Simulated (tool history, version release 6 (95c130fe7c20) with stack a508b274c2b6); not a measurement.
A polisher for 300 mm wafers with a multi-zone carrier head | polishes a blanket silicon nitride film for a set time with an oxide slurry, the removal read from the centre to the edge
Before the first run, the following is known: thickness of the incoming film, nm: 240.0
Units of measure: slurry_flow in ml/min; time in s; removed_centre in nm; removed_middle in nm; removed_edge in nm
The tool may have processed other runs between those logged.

run  hour  slurry_flow  centre_zone  middle_zone  edge_zone  slurry_solids  time  removed_centre  removed_middle  removed_edge
  1   0.0          280         1.00         1.00       1.00           1.00    66          51.752          52.376        52.390
  2   2.1          280         1.08         1.00       1.00           1.00    66          54.432          51.278        51.225
  3   6.6          280         1.08         1.00       1.00           1.00    77          64.787          58.787        60.537
  4  14.4          350         1.08         1.00       1.00           1.00    77          66.239          60.872        60.942
  5  15.6          355         1.05         1.03       0.99           1.00    77          64.258          62.601        61.844
  6  16.2          355         1.05         1.03       0.99           0.85    77          58.412          59.213        55.132
  7  17.2          360         1.04         1.06       0.99           0.85    77          57.004          59.742        54.562

Predict the results of run 8:
  8  18.8          360         1.04         1.06       0.99           0.85    77               ?               ?             ?

{"run 8": {"removed_centre": 58.093, "removed_middle": 59.847, "removed_edge": 54.823}}

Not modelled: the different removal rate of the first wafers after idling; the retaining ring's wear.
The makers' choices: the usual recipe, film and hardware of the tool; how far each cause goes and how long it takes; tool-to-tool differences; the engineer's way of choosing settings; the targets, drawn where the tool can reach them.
